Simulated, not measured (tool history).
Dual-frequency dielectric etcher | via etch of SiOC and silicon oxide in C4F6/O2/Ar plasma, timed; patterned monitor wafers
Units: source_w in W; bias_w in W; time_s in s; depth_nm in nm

run  hour  source_w  bias_w  time_s  depth_nm
  1     0       300     232      77    80.713
  2   3.5       270     227      77    76.368
  3   9.6       270     211      77    75.752
  4  17.7       250     208      77    71.716
  5    25       240     207      77    70.212
  6  27.1       240     207    80.5    72.704
  7    30       230     206    80.5    71.938

Forecast run 8:
  8  35.8       180     197    80.5         ?

{"run 8": {"depth_nm": 61.644}}
